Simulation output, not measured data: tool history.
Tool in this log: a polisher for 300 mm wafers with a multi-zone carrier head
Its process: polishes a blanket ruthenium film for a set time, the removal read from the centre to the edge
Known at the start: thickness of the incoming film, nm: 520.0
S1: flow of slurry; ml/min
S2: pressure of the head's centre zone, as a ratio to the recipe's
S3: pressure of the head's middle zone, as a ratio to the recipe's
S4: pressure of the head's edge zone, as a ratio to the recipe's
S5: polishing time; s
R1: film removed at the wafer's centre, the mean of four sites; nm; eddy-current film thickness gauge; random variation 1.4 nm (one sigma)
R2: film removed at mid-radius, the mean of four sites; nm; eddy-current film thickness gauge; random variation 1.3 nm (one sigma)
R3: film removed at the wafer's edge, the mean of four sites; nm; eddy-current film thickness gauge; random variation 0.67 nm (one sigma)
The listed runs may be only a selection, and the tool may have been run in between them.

| run | hour | S1 | S2 | S3 | S4 | S5 | R1 | R2 | R3 |
|---|---|---|---|---|---|---|---|---|---|
| 1 | 0.0 | 310 | 1.00 | 1.00 | 1.00 | 85 | 130.820 | 134.24 | 131.04 |
| 2 | 1.4 | 305 | 0.99 | 0.98 | 0.99 | 83 | 126.780 | 130.82 | 126.96 |
| 3 | 6.4 | 300 | 0.98 | 0.96 | 0.99 | 81 | 122.560 | 126.56 | 124.70 |
| 4 | 11.4 | 300 | 0.98 | 0.94 | 0.99 | 79 | 122.810 | 121.16 | 120.47 |
| 5 | 15.2 | 300 | 0.90 | 0.94 | 0.99 | 79 | 109.600 | 119.49 | 122.50 |
| 6 | 20.7 | 300 | 0.82 | 0.94 | 0.99 | 79 | 99.875 | 119.87 | 122.40 |

Run 7 is up next; what results do you expect?
| 7 | 24.7 | 300 | 0.83 | 0.92 | 0.98 | 78 | ? | ? | ? |

R1: 99.696 nm
R2: 117.84 nm
R3: 120.24 nm
